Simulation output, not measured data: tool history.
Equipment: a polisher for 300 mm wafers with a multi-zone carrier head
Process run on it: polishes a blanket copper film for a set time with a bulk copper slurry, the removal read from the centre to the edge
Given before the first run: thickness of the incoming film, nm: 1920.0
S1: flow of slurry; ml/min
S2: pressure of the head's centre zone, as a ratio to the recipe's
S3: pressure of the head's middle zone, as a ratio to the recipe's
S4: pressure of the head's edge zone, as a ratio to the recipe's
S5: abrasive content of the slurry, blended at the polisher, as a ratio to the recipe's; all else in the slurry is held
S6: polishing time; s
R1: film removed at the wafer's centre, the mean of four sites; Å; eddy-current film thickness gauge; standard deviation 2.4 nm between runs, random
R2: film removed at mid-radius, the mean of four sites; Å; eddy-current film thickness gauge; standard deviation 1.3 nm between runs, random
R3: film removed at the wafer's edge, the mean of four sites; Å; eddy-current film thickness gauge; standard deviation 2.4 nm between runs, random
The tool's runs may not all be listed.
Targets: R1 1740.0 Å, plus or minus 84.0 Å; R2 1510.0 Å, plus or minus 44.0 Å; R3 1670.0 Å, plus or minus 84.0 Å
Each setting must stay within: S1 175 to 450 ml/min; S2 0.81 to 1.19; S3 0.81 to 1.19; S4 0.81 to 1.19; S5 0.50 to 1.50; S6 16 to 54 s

run	hour	S1	S2	S3	S4	S5	S6	R1	R2	R3
1	0.0	290	1.00	1.00	1.00	1.00	35	2738.4	2826.6	2822.8
2	2.1	290	0.95	1.00	1.00	1.00	35	2666.9	2840.5	2804.9
3	7.8	325	0.95	1.00	1.00	1.00	35	2704.4	2813.7	2834.5
4	8.7	330	0.96	0.97	0.98	0.90	32	2407.1	2474.0	2496.2
5	10.7	335	0.98	0.94	0.97	0.85	30	2307.7	2246.0	2279.6
6	11.3	335	1.05	0.94	0.97	0.85	30	2501.9	2249.0	2257.3
7	14.2	335	1.04	0.92	0.98	0.80	28	2306.3	2037.8	2164.0
8	15.3	315	0.99	0.85	0.88	0.55	21	1521.1	1364.1	1430.4
9	18.9	315	0.99	0.85	0.88	0.55	21	1535.1	1360.0	1427.1
10	20.0	320	1.00	0.86	0.91	0.55	21	1516.3	1359.9	1477.7
11	25.9	340	1.10	0.93	0.96	0.80	22	1881.4	1644.4	1687.4
12	34.3	325	1.09	0.92	0.96	0.80	22	1850.7	1600.1	1719.9
13	41.9	315	1.09	0.92	0.96	0.80	22	1890.0	1603.5	1684.7
14	44.1	305	1.08	0.91	0.96	0.80	22	1800.2	1582.9	1685.6
15	45.2	300	1.08	0.90	0.96	0.80	22	1832.2	1551.2	1679.8
16	49.8	295	1.07	0.90	0.96	0.80	22	1793.8	1588.9	1639.3
17	56.4	295	1.07	0.90	0.96	0.80	22	1761.1	1559.2	1639.5

Exercise: of the 5 proposed moves below, exactly one satisfies all targets within the stated allowed misses. Which move is it?
A	63.0	265	1.05	0.95	1.01	0.85	22	?	?	?
B	63.0	310	1.08	0.92	0.99	0.85	19	?	?	?
C	63.0	250	1.11	1.00	0.90	1.05	20	?	?	?
D	63.0	340	1.01	0.84	0.94	0.70	23	?	?	?
E	63.0	265	1.14	0.92	0.89	0.85	20	?	?	?

move	R1	R2	R3
A	1778.5	1639.5	1703.9
B	1611.1	1405.2	1477.9
C	1763.5	1601.4	1515.5
D	1778.8	1547.0	1700.8
E	1756.0	1452.9	1460.1
A: lands further from the targets than the last run did
B: moves the result that the last run missed by most past its target, out the other side
C: lands further from the targets than the last run did
D: all results in spec
E: moves the result that the last run missed by most past its target, out the other side
Go with D: it meets all targets.
